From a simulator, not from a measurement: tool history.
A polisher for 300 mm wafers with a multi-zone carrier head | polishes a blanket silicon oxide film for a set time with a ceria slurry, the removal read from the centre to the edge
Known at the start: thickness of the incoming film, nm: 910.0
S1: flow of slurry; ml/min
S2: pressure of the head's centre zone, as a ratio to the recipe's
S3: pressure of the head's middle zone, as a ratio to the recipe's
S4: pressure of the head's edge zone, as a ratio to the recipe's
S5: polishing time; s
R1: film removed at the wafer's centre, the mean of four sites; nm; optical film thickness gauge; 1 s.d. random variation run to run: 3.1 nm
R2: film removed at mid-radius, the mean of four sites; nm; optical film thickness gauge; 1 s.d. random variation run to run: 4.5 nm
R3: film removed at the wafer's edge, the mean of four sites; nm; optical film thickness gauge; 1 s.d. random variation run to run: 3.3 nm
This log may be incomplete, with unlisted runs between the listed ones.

run,hour,S1,S2,S3,S4,S5,R1,R2,R3
1,0,305,1,1,1,57,237.74,236.4,237.53
2,0.6,305,1,1,1,47,194.77,194.47,195.24
3,8.8,305,1,1,0.95,47,196.98,191.99,193.91
4,9.4,305,1,1,0.96,51,212.14,212.9,208.41
5,14.8,305,0.92,1,0.96,51,195.63,211.79,210.29
6,20.8,305,0.93,1,0.97,54,211.39,227.66,219.84
7,27.4,305,0.93,0.99,0.99,57,224.45,234.61,235.48
8,35.8,305,0.93,0.99,0.99,57,222.89,230.12,232.87
9,41.1,305,0.93,1,1,59,225.99,240.84,245.82
10,46.7,305,0.95,1.01,1.01,61,238.64,256.73,254.39
11,50.7,305,0.96,1.01,1.02,62,248.79,261.71,261.76
12,57,305,0.97,1.02,1.04,63,253.73,265.37,263.38
13,61.2,305,0.97,1.02,1.04,64,261.03,267.24,272.5

What will run 14 give?
14,69.5,305,0.97,1.02,1.04,64,?,?,?

Run 14 came out at R1 263.77 nm, R2 277.66 nm, R3 271.64 nm.
